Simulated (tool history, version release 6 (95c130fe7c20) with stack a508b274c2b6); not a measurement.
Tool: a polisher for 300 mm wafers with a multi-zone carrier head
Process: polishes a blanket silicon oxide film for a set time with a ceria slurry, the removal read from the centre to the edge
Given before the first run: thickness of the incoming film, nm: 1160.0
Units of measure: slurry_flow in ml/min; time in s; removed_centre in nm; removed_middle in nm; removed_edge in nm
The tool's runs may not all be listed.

run	hour	slurry_flow	centre_zone	middle_zone	edge_zone	time	removed_centre	removed_middle	removed_edge
1	0	300	1	1	1	47	253.21	259.41	256.36
2	8.2	300	1	0.94	1	47	263	245.03	261.21
3	9.2	300	1	1	1	47	253.6	257.45	255.65
4	17	300	1	0.93	1	47	253.76	244.1	258.61
5	18.6	300	1.05	0.93	1	47	271.33	242.62	256.89
6	21.9	310	1.06	0.97	1.02	49	287.05	261.87	270.38

What does the tool deliver on the next run?
7	27.2	320	1.07	1	1.04	50	?	?	?

removed_centre: 296.75 nm
removed_middle: 275.98 nm
removed_edge: 282.98 nm
